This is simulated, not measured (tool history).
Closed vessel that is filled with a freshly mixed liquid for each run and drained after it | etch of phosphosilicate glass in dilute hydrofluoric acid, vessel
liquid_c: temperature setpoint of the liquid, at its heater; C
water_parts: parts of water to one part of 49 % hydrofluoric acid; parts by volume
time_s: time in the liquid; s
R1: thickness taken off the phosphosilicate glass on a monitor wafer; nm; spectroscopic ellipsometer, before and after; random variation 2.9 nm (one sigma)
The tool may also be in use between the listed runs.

Run 1, hour 0: liquid_c 25 C, water_parts 80 parts by volume, time_s 100 s. Result: R1 192.73 nm.
Run 2, hour 1.4: liquid_c 26.5 C, water_parts 80 parts by volume, time_s 100 s. Result: R1 205.05 nm.
Run 3, hour 10.2: liquid_c 26.5 C, water_parts 95 parts by volume, time_s 100 s. Result: R1 168.25 nm.
Run 4, hour 12.6: liquid_c 26.5 C, water_parts 120 parts by volume, time_s 100 s. Result: R1 131.5 nm.
Run 5, hour 15.6: liquid_c 26.5 C, water_parts 120 parts by volume, time_s 100 s. Result: R1 129.25 nm.
Run 6, hour 17.5: liquid_c 27.5 C, water_parts 110 parts by volume, time_s 100 s. Result: R1 152.2 nm.
Run 7, hour 24.1: liquid_c 28.5 C, water_parts 105 parts by volume, time_s 100 s. Result: R1 163.01 nm.

Run 8 comes next. What will it give?
Run 8, hour 29.3: liquid_c 29 C, water_parts 95 parts by volume, time_s 100 s. Result: R1 ?.

R1: 185.19 nm

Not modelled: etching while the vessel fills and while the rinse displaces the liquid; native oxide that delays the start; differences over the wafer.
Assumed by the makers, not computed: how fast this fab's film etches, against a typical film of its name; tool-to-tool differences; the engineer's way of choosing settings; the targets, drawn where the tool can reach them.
